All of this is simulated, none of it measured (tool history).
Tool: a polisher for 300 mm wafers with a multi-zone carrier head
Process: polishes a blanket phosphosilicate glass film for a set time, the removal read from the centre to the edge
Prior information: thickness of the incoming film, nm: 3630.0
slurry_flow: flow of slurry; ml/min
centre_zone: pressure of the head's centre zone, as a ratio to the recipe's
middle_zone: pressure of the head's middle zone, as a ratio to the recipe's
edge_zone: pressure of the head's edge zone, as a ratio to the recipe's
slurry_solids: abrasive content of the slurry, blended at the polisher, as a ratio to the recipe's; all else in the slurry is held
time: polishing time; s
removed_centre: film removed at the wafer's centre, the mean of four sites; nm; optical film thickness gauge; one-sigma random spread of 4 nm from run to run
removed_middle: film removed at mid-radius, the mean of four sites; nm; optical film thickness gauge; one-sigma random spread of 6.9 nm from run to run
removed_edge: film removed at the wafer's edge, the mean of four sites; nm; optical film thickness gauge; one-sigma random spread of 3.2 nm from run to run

Run 1, day 0.000: slurry_flow 320 ml/min, centre_zone 1.00, middle_zone 1.00, edge_zone 1.00, slurry_solids 1.00, time 78 s. Result: removed_centre 720.20 nm, removed_middle 731.23 nm, removed_edge 730.86 nm.
Run 2, day 0.367: slurry_flow 320 ml/min, centre_zone 0.99, middle_zone 1.00, edge_zone 0.98, slurry_solids 0.90, time 77 s. Result: removed_centre 671.20 nm, removed_middle 687.51 nm, removed_edge 680.79 nm.
Run 3, day 0.396: slurry_flow 320 ml/min, centre_zone 0.99, middle_zone 1.00, edge_zone 0.96, slurry_solids 0.85, time 76 s. Result: removed_centre 645.82 nm, removed_middle 671.17 nm, removed_edge 642.99 nm.
Run 4, day 0.496: slurry_flow 320 ml/min, centre_zone 0.98, middle_zone 0.99, edge_zone 0.94, slurry_solids 0.80, time 76 s. Result: removed_centre 624.76 nm, removed_middle 622.81 nm, removed_edge 621.95 nm.
Run 5, day 0.867: slurry_flow 320 ml/min, centre_zone 0.97, middle_zone 1.00, edge_zone 0.92, slurry_solids 0.75, time 76 s. Result: removed_centre 595.76 nm, removed_middle 624.16 nm, removed_edge 592.03 nm.
Run 6, day 1.004: slurry_flow 315 ml/min, centre_zone 0.96, middle_zone 1.00, edge_zone 0.90, slurry_solids 0.75, time 76 s. Result: removed_centre 594.30 nm, removed_middle 613.03 nm, removed_edge 586.90 nm.
Run 7, day 1.296: slurry_flow 315 ml/min, centre_zone 0.95, middle_zone 1.00, edge_zone 0.89, slurry_solids 0.70, time 76 s. Result: removed_centre 557.23 nm, removed_middle 612.33 nm, removed_edge 571.69 nm.
Run 8, day 1.396: slurry_flow 315 ml/min, centre_zone 0.95, middle_zone 1.00, edge_zone 0.88, slurry_solids 0.70, time 76 s. Result: removed_centre 560.90 nm, removed_middle 607.40 nm, removed_edge 568.59 nm.
Run 9, day 1.575: slurry_flow 295 ml/min, centre_zone 0.95, middle_zone 1.00, edge_zone 0.81, slurry_solids 0.50, time 76 s. Result: removed_centre 478.50 nm, removed_middle 512.62 nm, removed_edge 462.71 nm.
Run 10, day 1.671: slurry_flow 310 ml/min, centre_zone 0.95, middle_zone 1.00, edge_zone 0.82, slurry_solids 0.50, time 76 s. Result: removed_centre 476.41 nm, removed_middle 512.21 nm, removed_edge 464.67 nm.
Run 11, day 1.900: slurry_flow 320 ml/min, centre_zone 1.01, middle_zone 1.06, edge_zone 0.92, slurry_solids 0.60, time 76 s. Result: removed_centre 556.31 nm, removed_middle 586.68 nm, removed_edge 539.30 nm.
Run 12, day 2.100: slurry_flow 310 ml/min, centre_zone 1.01, middle_zone 1.06, edge_zone 0.91, slurry_solids 0.60, time 76 s. Result: removed_centre 564.58 nm, removed_middle 586.87 nm, removed_edge 534.87 nm.
Run 13, day 2.133: slurry_flow 305 ml/min, centre_zone 1.00, middle_zone 1.05, edge_zone 0.90, slurry_solids 0.60, time 76 s. Result: removed_centre 552.64 nm, removed_middle 582.26 nm, removed_edge 532.41 nm.

Run 14 is up next; what results do you expect?
Run 14, day 2.358: slurry_flow 270 ml/min, centre_zone 0.97, middle_zone 1.01, edge_zone 0.81, slurry_solids 0.55, time 76 s. Result: removed_centre ?, removed_middle ?, removed_edge ?.

Run 14 gave removed_centre 505.47 nm, removed_middle 531.66 nm, removed_edge 475.66 nm.
